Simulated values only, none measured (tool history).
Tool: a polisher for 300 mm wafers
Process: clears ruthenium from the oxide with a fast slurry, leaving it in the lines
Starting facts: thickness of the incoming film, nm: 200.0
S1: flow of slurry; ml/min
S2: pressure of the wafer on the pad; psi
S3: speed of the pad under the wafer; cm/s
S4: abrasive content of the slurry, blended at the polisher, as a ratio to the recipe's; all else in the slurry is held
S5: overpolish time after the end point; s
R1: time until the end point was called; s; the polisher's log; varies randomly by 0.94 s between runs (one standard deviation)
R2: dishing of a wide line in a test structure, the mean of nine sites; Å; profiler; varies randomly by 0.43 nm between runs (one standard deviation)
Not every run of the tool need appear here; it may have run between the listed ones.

run,hour,S1,S2,S3,S4,S5,R1,R2
1,0.0,290,1.7,114,1.0,21,75.987,359.31
2,2.8,290,1.7,114,1.0,30,78.437,439.25
3,5.0,290,1.7,114,1.0,28,77.157,425.75
4,8.8,290,1.7,102,1.0,28,87.676,411.01
5,9.6,290,1.7,104,1.0,26,83.493,389.00
6,16.9,290,1.7,118,1.0,26,74.163,416.90
7,18.9,290,1.7,118,1.0,24,74.184,399.47
8,23.1,290,1.7,118,1.0,22,75.381,372.37
9,28.2,290,1.7,118,1.0,20,73.626,366.13
10,35.0,290,1.7,120,1.0,19,74.337,360.79
11,40.6,290,1.7,122,1.0,18,70.430,349.31
12,49.3,290,1.7,122,1.0,17,73.424,329.17
13,54.0,290,1.7,122,1.0,16,74.118,311.10
14,55.4,290,1.7,122,1.0,15,73.566,301.78
15,64.2,290,1.7,122,1.0,14,72.481,284.90

Run 16 comes next. What will it give?
16,66.3,290,1.8,122,1.0,12,?,?

R1: 67.706 s
R2: 266.56 Å

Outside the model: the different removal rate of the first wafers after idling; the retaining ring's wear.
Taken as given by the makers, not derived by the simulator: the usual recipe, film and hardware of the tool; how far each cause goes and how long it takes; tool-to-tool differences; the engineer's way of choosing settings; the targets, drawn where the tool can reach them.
